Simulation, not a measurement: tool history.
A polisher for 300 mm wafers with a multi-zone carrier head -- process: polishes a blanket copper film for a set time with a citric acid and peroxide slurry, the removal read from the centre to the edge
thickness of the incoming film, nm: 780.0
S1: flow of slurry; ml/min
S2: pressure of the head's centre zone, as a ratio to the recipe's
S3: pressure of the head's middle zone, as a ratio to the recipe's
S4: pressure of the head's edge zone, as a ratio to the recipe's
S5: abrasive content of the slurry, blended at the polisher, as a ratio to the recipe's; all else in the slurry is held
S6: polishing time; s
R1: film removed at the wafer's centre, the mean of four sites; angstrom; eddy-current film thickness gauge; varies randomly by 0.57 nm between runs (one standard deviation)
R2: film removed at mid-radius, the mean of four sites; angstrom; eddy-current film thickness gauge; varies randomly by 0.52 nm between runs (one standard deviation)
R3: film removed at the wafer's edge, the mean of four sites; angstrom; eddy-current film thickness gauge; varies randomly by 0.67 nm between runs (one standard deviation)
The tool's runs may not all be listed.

run	hour	S1	S2	S3	S4	S5	S6	R1	R2	R3
1	0	245	1	1	1	1	41	539.26	557.63	552.34
2	5.5	265	1	1	1	1	41	529.64	563.89	527.13
3	8.4	265	1	0.95	1	1	41	542.44	524.89	532.29
4	17.1	265	1.01	0.95	1	1	41	545.58	527.76	529.59
5	23.9	265	1.01	0.95	1.08	1	41	548.13	528.46	562.61
6	28.4	270	1.02	0.95	1.07	1	41	546.42	526.91	574.52
7	33.7	270	1.03	0.95	1.05	1	41	557.49	534.84	552.23
8	42.3	270	1.04	0.94	1.04	1	41	565.51	527.26	563.09
9	50.7	275	1.05	0.93	1.02	1	41	569.45	523.32	553.47
10	59.3	280	1.06	0.93	1	1	41	570.52	526.21	544.67

For run 11, what comes out?
11	61.2	280	1.07	0.92	0.99	1	41	?	?	?

R1: 585.87 angstrom
R2: 525.26 angstrom
R3: 539.6 angstrom
